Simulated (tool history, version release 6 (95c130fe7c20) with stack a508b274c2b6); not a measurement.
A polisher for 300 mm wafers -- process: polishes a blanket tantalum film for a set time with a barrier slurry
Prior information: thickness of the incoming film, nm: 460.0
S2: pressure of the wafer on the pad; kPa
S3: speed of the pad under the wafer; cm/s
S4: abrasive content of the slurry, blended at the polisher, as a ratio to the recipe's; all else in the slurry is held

run 1 hour=0 | flow_of_slurry_(ml/min)=205 S2=8.3 S3=118 S4=1 polishing_time_(s)=56 | film_removed_(nm)=55.601
run 2 hour=0.7 | flow_of_slurry_(ml/min)=205 S2=8.3 S3=118 S4=1 polishing_time_(s)=56 | film_removed_(nm)=56.361
run 3 hour=4.7 | flow_of_slurry_(ml/min)=205 S2=6.2 S3=118 S4=1 polishing_time_(s)=56 | film_removed_(nm)=47.326
run 4 hour=11 | flow_of_slurry_(ml/min)=205 S2=6.2 S3=138 S4=1 polishing_time_(s)=56 | film_removed_(nm)=55.206
run 5 hour=18.2 | flow_of_slurry_(ml/min)=205 S2=6.2 S3=134 S4=1 polishing_time_(s)=56 | film_removed_(nm)=53.2
run 6 hour=20.9 | flow_of_slurry_(ml/min)=175 S2=6.2 S3=134 S4=1 polishing_time_(s)=56 | film_removed_(nm)=52.529
run 7 hour=26.3 | flow_of_slurry_(ml/min)=175 S2=6.2 S3=132 S4=1 polishing_time_(s)=56 | film_removed_(nm)=52.171
run 8 hour=27.1 | flow_of_slurry_(ml/min)=175 S2=6.2 S3=130 S4=1 polishing_time_(s)=56 | film_removed_(nm)=50.484
run 9 hour=29.7 | flow_of_slurry_(ml/min)=175 S2=6.2 S3=128 S4=1 polishing_time_(s)=56 | film_removed_(nm)=50.4
run 10 hour=37.1 | flow_of_slurry_(ml/min)=160 S2=4.1 S3=122 S4=1 polishing_time_(s)=56 | film_removed_(nm)=38.78

What does the tool deliver on the next run?
run 11 hour=43.9 | flow_of_slurry_(ml/min)=160 S2=4.1 S3=122 S4=1 polishing_time_(s)=56 | film_removed_(nm)=?

Logged for run 11: film removed (nm) 39.076.

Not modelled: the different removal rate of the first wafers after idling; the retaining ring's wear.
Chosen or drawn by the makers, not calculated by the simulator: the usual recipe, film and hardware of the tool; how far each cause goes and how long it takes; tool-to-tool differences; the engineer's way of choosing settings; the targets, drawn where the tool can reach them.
